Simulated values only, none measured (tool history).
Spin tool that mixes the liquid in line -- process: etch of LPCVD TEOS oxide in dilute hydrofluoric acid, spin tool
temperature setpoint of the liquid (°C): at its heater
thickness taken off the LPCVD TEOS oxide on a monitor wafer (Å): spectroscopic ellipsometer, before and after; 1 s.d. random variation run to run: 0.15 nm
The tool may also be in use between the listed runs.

| run | hour | temperature setpoint of the liquid (°C) | parts of water to one part of 49 % hydrofluoric acid (parts by volume) | time under the liquid (s) | thickness taken off the LPCVD TEOS oxide on a monitor wafer (Å) |
|---|---|---|---|---|---|
| 1 | 0 | 24 | 110 | 45 | 216.14 |
| 2 | 7.8 | 24 | 110 | 45 | 217.06 |
| 3 | 11.8 | 24 | 95 | 45 | 252.4 |
| 4 | 19.9 | 25.5 | 95 | 45 | 273.89 |
| 5 | 20.8 | 25.5 | 95 | 50 | 300.81 |
| 6 | 23.4 | 25.5 | 95 | 50 | 300.47 |
| 7 | 26.2 | 24.5 | 100 | 50 | 271.24 |
| 8 | 31.3 | 23.5 | 105 | 50 | 247.55 |
| 9 | 35.7 | 22.5 | 110 | 50 | 223.16 |
| 10 | 39.9 | 22.5 | 110 | 50 | 226.68 |

Run 11 comes next. What will it give?
| 11 | 46.1 | 21.5 | 110 | 50 | ? |

thickness taken off the LPCVD TEOS oxide on a monitor wafer (Å): 215.03
